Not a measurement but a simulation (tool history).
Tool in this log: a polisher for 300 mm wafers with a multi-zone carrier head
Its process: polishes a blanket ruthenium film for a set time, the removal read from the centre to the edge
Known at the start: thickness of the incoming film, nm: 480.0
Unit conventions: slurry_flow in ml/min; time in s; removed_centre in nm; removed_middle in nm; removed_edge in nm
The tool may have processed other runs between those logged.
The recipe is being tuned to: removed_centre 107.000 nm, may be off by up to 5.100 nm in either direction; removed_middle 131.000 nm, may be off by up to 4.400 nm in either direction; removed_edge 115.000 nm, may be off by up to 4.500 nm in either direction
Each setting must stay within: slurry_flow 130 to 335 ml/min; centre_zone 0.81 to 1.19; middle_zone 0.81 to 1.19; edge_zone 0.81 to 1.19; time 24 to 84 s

| run | day | slurry_flow | centre_zone | middle_zone | edge_zone | time | removed_centre | removed_middle | removed_edge |
|---|---|---|---|---|---|---|---|---|---|
| 1 | 0.000 | 215 | 1.00 | 1.00 | 1.00 | 54 | 89.098 | 89.620 | 89.953 |
| 2 | 0.058 | 225 | 0.99 | 1.04 | 1.02 | 56 | 88.049 | 95.766 | 90.877 |
| 3 | 0.250 | 275 | 0.99 | 1.04 | 1.02 | 56 | 89.733 | 99.940 | 94.258 |
| 4 | 0.521 | 305 | 0.99 | 1.04 | 1.02 | 56 | 93.371 | 99.965 | 96.806 |
| 5 | 0.583 | 305 | 0.99 | 1.06 | 1.03 | 58 | 99.117 | 103.970 | 98.878 |
| 6 | 0.779 | 305 | 0.92 | 1.06 | 1.03 | 58 | 91.343 | 105.360 | 97.233 |
| 7 | 1.058 | 305 | 0.91 | 1.07 | 1.04 | 60 | 93.833 | 109.830 | 100.280 |
| 8 | 1.262 | 305 | 0.90 | 1.08 | 1.05 | 62 | 95.541 | 113.670 | 105.250 |

Next run, 4 choices. One meets every target within its allowed miss, the rest don't. Which?
| A | 1.467 | 285 | 1.03 | 0.89 | 1.18 | 53 | ? | ? | ? |
| B | 1.467 | 300 | 0.95 | 1.08 | 0.98 | 65 | ? | ? | ? |
| C | 1.467 | 210 | 1.10 | 0.86 | 1.18 | 61 | ? | ? | ? |
| D | 1.467 | 335 | 0.91 | 1.13 | 1.00 | 68 | ? | ? | ? |

| move | removed_centre | removed_middle | removed_edge |
|---|---|---|---|
| A | 94.428 | 84.036 | 94.742 |
| B | 107.430 | 118.700 | 106.040 |
| C | 112.000 | 91.464 | 106.450 |
| D | 108.800 | 129.580 | 112.780 |
A: moves away from the targets compared with the last run
B: better than the last run, though not everything is in spec
C: moves away from the targets compared with the last run
D: all results in spec
D is the move that brings every result within its allowed miss.
